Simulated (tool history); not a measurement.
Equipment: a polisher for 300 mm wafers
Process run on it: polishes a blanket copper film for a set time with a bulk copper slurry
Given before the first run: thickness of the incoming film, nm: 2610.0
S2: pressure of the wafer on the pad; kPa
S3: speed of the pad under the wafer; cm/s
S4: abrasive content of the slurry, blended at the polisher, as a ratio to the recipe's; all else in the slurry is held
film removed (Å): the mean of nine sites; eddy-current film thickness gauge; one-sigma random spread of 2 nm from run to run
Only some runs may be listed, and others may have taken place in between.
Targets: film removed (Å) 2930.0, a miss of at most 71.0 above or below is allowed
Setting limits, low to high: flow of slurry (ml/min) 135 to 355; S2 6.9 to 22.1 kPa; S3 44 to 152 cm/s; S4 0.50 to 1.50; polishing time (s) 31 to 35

Run 1, day 0.000: flow of slurry (ml/min) 225, S2 14.5 kPa, S3 98 cm/s, S4 1.00, polishing time (s) 35. Result: film removed (Å) 2032.7.
Run 2, day 0.021: flow of slurry (ml/min) 235, S2 15.9 kPa, S3 98 cm/s, S4 1.00, polishing time (s) 35. Result: film removed (Å) 2134.3.
Run 3, day 0.246: flow of slurry (ml/min) 210, S2 15.9 kPa, S3 98 cm/s, S4 1.00, polishing time (s) 35. Result: film removed (Å) 2106.6.
Run 4, day 0.388: flow of slurry (ml/min) 235, S2 17.2 kPa, S3 98 cm/s, S4 1.00, polishing time (s) 35. Result: film removed (Å) 2243.8.
Run 5, day 0.454: flow of slurry (ml/min) 235, S2 18.6 kPa, S3 100 cm/s, S4 1.00, polishing time (s) 35. Result: film removed (Å) 2449.2.
Run 6, day 0.558: flow of slurry (ml/min) 235, S2 18.6 kPa, S3 100 cm/s, S4 0.85, polishing time (s) 35. Result: film removed (Å) 2362.3.
Run 7, day 0.642: flow of slurry (ml/min) 235, S2 20.0 kPa, S3 102 cm/s, S4 0.85, polishing time (s) 35. Result: film removed (Å) 2540.4.
Run 8, day 0.867: flow of slurry (ml/min) 240, S2 20.7 kPa, S3 104 cm/s, S4 0.85, polishing time (s) 35. Result: film removed (Å) 2608.9.
Run 9, day 1.175: flow of slurry (ml/min) 240, S2 21.4 kPa, S3 106 cm/s, S4 0.85, polishing time (s) 35. Result: film removed (Å) 2756.6.
Run 10, day 1.458: flow of slurry (ml/min) 240, S2 21.4 kPa, S3 108 cm/s, S4 0.85, polishing time (s) 35. Result: film removed (Å) 2785.5.

Exercise: of the 5 proposed moves below, exactly one satisfies all targets within the stated allowed misses. Which move is it?
Run A, day 1.742: flow of slurry (ml/min) 275, S2 22.1 kPa, S3 100 cm/s, S4 0.85, polishing time (s) 35. Result: film removed (Å) ?.
Run B, day 1.742: flow of slurry (ml/min) 230, S2 22.1 kPa, S3 108 cm/s, S4 0.75, polishing time (s) 34. Result: film removed (Å) ?.
Run C, day 1.742: flow of slurry (ml/min) 220, S2 20.7 kPa, S3 116 cm/s, S4 0.50, polishing time (s) 35. Result: film removed (Å) ?.
Run D, day 1.742: flow of slurry (ml/min) 240, S2 22.1 kPa, S3 122 cm/s, S4 0.90, polishing time (s) 32. Result: film removed (Å) ?.
Run E, day 1.742: flow of slurry (ml/min) 270, S2 15.9 kPa, S3 128 cm/s, S4 0.70, polishing time (s) 33. Result: film removed (Å) ?.

move  film removed (Å)
   A            2666.9
   B            2683.0
   C            2647.0
   D            2946.7
   E            2486.1
A: the biggest miss grows against the last run
B: the biggest miss grows against the last run
C: the biggest miss grows against the last run
D: hits every target within its allowed miss
E: the biggest miss grows against the last run
So the answer is move D, the one that meets all the targets.
